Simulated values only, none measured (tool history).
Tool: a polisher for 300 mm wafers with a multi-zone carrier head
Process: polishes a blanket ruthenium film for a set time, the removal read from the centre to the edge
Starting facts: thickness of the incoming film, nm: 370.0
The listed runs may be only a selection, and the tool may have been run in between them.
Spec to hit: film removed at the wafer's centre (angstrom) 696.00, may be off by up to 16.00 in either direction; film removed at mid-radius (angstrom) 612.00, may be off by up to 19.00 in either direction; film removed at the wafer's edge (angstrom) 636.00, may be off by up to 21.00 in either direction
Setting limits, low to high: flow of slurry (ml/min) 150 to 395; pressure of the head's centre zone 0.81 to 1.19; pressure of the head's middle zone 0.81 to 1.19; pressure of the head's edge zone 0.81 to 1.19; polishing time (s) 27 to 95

run  hour  flow of slurry (ml/min)  pressure of the head's centre zone  pressure of the head's middle zone  pressure of the head's edge zone  polishing time (s)  film removed at the wafer's centre (angstrom)  film removed at mid-radius (angstrom)  film removed at the wafer's edge (angstrom)
  1   0.0                      250                                1.00                                1.00                              1.00                  61                                         608.42                                 620.67                                       598.27
  2   3.8                      250                                1.00                                1.00                              1.03                  61                                         609.02                                 608.47                                       606.60
  3   9.3                      260                                1.01                                1.00                              1.03                  61                                         621.29                                 615.61                                       609.32
  4  14.8                      270                                1.02                                1.00                              1.03                  61                                         632.86                                 624.20                                       605.46
  5  19.4                      270                                1.02                                1.00                              1.03                  70                                         717.63                                 707.57                                       698.03
  6  20.1                      265                                1.02                                0.99                              1.02                  70                                         717.18                                 689.85                                       684.02
  7  26.9                      260                                1.02                                0.98                              1.01                  70                                         716.19                                 691.82                                       685.85
  8  28.1                      255                                1.02                                0.97                              1.00                  70                                         708.14                                 684.26                                       681.80

Below are 4 possible settings for the next run. Only one of them brings all results inside the allowed miss of their targets. Which is it?
  A  29.3                      230                                1.04                                0.96                              0.95                  64                                              ?                                      ?                                            ?
  B  29.3                      275                                1.08                                0.93                              1.03                  64                                              ?                                      ?                                            ?
  C  29.3                      240                                1.02                                0.87                              1.07                  69                                              ?                                      ?                                            ?
  D  29.3                      290                                1.09                                0.90                              0.96                  66                                              ?                                      ?                                            ?

move  film removed at the wafer's centre (angstrom)  film removed at mid-radius (angstrom)  film removed at the wafer's edge (angstrom)
   A                                         656.01                                 622.78                                       598.43
   B                                         698.77                                 620.22                                       631.55
   C                                         697.67                                 622.24                                       684.68
   D                                         731.95                                 626.10                                       634.14
A: puts the biggest miss on target and leaves a different result outside tolerance
B: all results in spec
C: puts the biggest miss on target and leaves a different result outside tolerance
D: puts the biggest miss on target and leaves a different result outside tolerance
The right move is B.
